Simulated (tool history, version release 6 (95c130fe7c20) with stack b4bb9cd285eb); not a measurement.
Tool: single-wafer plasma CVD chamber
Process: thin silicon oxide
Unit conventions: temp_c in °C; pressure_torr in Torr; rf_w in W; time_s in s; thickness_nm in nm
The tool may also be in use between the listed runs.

{"run": 1, "hour": 0.0, "temp_c": 405, "pressure_torr": 0.823, "rf_w": 345, "time_s": 5.5, "thickness_nm": 10.616}
{"run": 2, "hour": 7.5, "temp_c": 405, "pressure_torr": 0.823, "rf_w": 330, "time_s": 5.5, "thickness_nm": 10.293}
{"run": 3, "hour": 9.3, "temp_c": 405, "pressure_torr": 0.759, "rf_w": 325, "time_s": 5.49, "thickness_nm": 9.4208}
{"run": 4, "hour": 13.0, "temp_c": 405, "pressure_torr": 0.759, "rf_w": 280, "time_s": 5.49, "thickness_nm": 8.5768}
{"hour": 17.3, "done": "capacitance manometer re-zeroed and calibrated"}
{"run": 5, "hour": 17.3, "temp_c": 405, "pressure_torr": 0.725, "rf_w": 280, "time_s": 5.49, "thickness_nm": 8.4461}
{"run": 6, "hour": 18.5, "temp_c": 405, "pressure_torr": 0.725, "rf_w": 280, "time_s": 5.5, "thickness_nm": 8.4801}
{"run": 7, "hour": 24.9, "temp_c": 405, "pressure_torr": 0.688, "rf_w": 280, "time_s": 5.5, "thickness_nm": 8.154}
{"run": 8, "hour": 27.1, "temp_c": 405, "pressure_torr": 0.657, "rf_w": 280, "time_s": 5.5, "thickness_nm": 7.745}
{"run": 9, "hour": 33.5, "temp_c": 405, "pressure_torr": 0.64, "rf_w": 280, "time_s": 5.5, "thickness_nm": 7.5279}

Run 10, settings as shown, results not yet in. Your forecast:
{"run": 10, "hour": 40.2, "temp_c": 405, "pressure_torr": 0.628, "rf_w": 280, "time_s": 5.5, "thickness_nm": "?"}

Run 10 yielded thickness_nm 7.3476 nm.
